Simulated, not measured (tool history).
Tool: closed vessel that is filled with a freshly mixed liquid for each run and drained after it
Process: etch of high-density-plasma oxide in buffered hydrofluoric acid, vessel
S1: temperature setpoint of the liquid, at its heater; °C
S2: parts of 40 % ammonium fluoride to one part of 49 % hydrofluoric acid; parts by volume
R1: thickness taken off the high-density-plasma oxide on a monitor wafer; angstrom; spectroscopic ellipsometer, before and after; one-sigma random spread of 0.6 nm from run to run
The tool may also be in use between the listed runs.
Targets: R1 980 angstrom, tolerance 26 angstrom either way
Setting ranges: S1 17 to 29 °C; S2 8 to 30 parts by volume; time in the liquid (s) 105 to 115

Run 1, hour 0: S1 21 °C, S2 22.5 parts by volume, time in the liquid (s) 105. Result: R1 848.93 angstrom.
Run 2, hour 7: S1 21.5 °C, S2 22.5 parts by volume, time in the liquid (s) 105. Result: R1 874.96 angstrom.
Run 3, hour 13.8: S1 21.5 °C, S2 17 parts by volume, time in the liquid (s) 105. Result: R1 1110.1 angstrom.
Run 4, hour 22.1: S1 18 °C, S2 17 parts by volume, time in the liquid (s) 105. Result: R1 909.89 angstrom.
Run 5, hour 23.3: S1 18 °C, S2 11 parts by volume, time in the liquid (s) 105. Result: R1 1393.1 angstrom.
Run 6, hour 24.2: S1 18 °C, S2 11 parts by volume, time in the liquid (s) 105. Result: R1 1405.3 angstrom.
Run 7, hour 32.9: S1 17 °C, S2 18 parts by volume, time in the liquid (s) 105. Result: R1 814.32 angstrom.
Run 8, hour 35.6: S1 17.5 °C, S2 18 parts by volume, time in the liquid (s) 105. Result: R1 848.54 angstrom.
Run 9, hour 44.1: S1 18 °C, S2 18 parts by volume, time in the liquid (s) 105. Result: R1 870.03 angstrom.

Next run, 4 choices. One meets every target within its allowed miss, the rest don't. Which?
Run A, hour 52.6: S1 17.5 °C, S2 18 parts by volume, time in the liquid (s) 115. Result: R1 ?.
Run B, hour 52.6: S1 17 °C, S2 16.5 parts by volume, time in the liquid (s) 115. Result: R1 ?.
Run C, hour 52.6: S1 20 °C, S2 17.5 parts by volume, time in the liquid (s) 110. Result: R1 ?.
Run D, hour 52.6: S1 17.5 °C, S2 15.5 parts by volume, time in the liquid (s) 110. Result: R1 ?.

move      R1
   A  922.92
   B  977.37
   C  1045.6
   D  1023.1
A: closer than the last run, but not yet in spec
B: every result within its allowed miss
C: carries the result that was furthest off beyond its target, to the other side
D: carries the result that was furthest off beyond its target, to the other side
Move B is the one to make.

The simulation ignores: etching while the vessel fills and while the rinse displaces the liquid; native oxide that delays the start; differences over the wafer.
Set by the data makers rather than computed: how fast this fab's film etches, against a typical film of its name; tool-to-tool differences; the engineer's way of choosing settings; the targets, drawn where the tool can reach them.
